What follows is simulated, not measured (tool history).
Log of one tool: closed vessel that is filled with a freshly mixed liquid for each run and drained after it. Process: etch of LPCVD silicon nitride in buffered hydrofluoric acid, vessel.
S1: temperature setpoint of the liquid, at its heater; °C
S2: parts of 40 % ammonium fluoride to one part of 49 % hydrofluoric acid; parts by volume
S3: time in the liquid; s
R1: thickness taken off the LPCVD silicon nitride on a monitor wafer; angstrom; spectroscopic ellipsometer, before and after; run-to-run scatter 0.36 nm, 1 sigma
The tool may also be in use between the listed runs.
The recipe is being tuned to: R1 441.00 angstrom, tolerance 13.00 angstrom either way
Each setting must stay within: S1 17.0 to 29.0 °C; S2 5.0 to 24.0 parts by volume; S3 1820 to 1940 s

| run | hour | S1 | S2 | S3 | R1 |
|---|---|---|---|---|---|
| 1 | 0.0 | 21.0 | 14.5 | 1820 | 194.31 |
| 2 | 8.3 | 22.5 | 14.5 | 1820 | 209.87 |
| 3 | 12.4 | 22.5 | 14.5 | 1940 | 222.35 |
| 4 | 18.8 | 22.5 | 17.0 | 1940 | 191.60 |
| 5 | 23.4 | 22.5 | 21.0 | 1940 | 155.14 |
| 6 | 28.1 | 24.5 | 17.5 | 1940 | 207.03 |
| 7 | 34.2 | 24.5 | 17.5 | 1940 | 208.06 |
| 8 | 43.1 | 26.0 | 15.0 | 1940 | 257.44 |
| 9 | 48.4 | 27.0 | 13.0 | 1940 | 312.57 |
| 10 | 50.0 | 27.5 | 12.0 | 1940 | 357.84 |
| 11 | 59.5 | 28.0 | 11.5 | 1940 | 374.36 |
| 12 | 66.6 | 28.5 | 11.0 | 1940 | 404.60 |

Below are 5 possible settings for the next run. Only one of them brings all results inside the allowed miss of their targets. Which is it?
| A | 73.7 | 29.0 | 8.5 | 1820 | ? |
| B | 73.7 | 29.0 | 11.0 | 1865 | ? |
| C | 73.7 | 24.5 | 8.0 | 1820 | ? |
| D | 73.7 | 28.5 | 11.5 | 1820 | ? |
| E | 73.7 | 19.0 | 5.5 | 1865 | ? |

| move | R1 |
|---|---|
| A | 485.60 |
| B | 399.02 |
| C | 407.59 |
| D | 363.15 |
| E | 438.12 |
A: takes the result that was furthest off past its target
B: its largest miss is bigger than the last run's
C: nearer the targets than the last run, but a result is still out of spec
D: its largest miss is bigger than the last run's
E: every result lands within tolerance
The move that meets every target is E.

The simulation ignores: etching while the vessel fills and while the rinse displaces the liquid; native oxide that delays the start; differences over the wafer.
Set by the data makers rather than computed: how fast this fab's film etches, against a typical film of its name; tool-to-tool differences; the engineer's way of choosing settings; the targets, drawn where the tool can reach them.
